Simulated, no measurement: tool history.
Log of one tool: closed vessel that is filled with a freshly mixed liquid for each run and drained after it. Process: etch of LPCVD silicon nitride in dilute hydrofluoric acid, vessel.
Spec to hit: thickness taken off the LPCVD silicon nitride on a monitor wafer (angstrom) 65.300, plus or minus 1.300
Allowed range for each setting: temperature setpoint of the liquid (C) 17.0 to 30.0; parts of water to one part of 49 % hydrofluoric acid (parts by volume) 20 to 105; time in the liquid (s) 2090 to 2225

run  hour  temperature setpoint of the liquid (C)  parts of water to one part of 49 % hydrofluoric acid (parts by volume)  time in the liquid (s)  thickness taken off the LPCVD silicon nitride on a monitor wafer (angstrom)
  1   0.0                                    22.0                                                                      55                    2090                                                                      149.850
  2   6.3                                    22.0                                                                      35                    2090                                                                      232.680
  3  11.8                                    25.0                                                                      35                    2090                                                                      282.880
  4  16.7                                    25.0                                                                      55                    2090                                                                      182.460
  5  21.2                                    23.5                                                                      60                    2090                                                                      152.000
  6  28.9                                    21.5                                                                      60                    2090                                                                      132.000
  7  36.8                                    20.5                                                                      65                    2090                                                                      113.690
  8  40.1                                    20.0                                                                      70                    2090                                                                      102.950
  9  42.6                                    19.5                                                                      75                    2090                                                                       92.772
 10  44.7                                    19.0                                                                      75                    2090                                                                       89.898
 11  51.2                                    18.5                                                                      75                    2090                                                                       86.853
 12  58.5                                    18.0                                                                      75                    2090                                                                       83.367
 13  61.0                                    17.0                                                                      85                    2090                                                                       68.877

4 next moves are on the table. One of them brings every result within its allowed miss. Which?
  A  63.5                                    17.0                                                                     100                    2210                                                                            ?
  B  63.5                                    17.0                                                                      95                    2105                                                                            ?
  C  63.5                                    18.0                                                                      95                    2205                                                                            ?
  D  63.5                                    18.5                                                                     105                    2205                                                                            ?

move  thickness taken off the LPCVD silicon nitride on a monitor wafer (angstrom)
   A                                                                       62.105
   B                                                                       62.167
   C                                                                       69.814
   D                                                                       65.571
A: moves the result that the last run missed by most past its target, out the other side
B: moves the result that the last run missed by most past its target, out the other side
C: lands further from the targets than the last run did
D: all results land within tolerance of their targets
The right move is D.

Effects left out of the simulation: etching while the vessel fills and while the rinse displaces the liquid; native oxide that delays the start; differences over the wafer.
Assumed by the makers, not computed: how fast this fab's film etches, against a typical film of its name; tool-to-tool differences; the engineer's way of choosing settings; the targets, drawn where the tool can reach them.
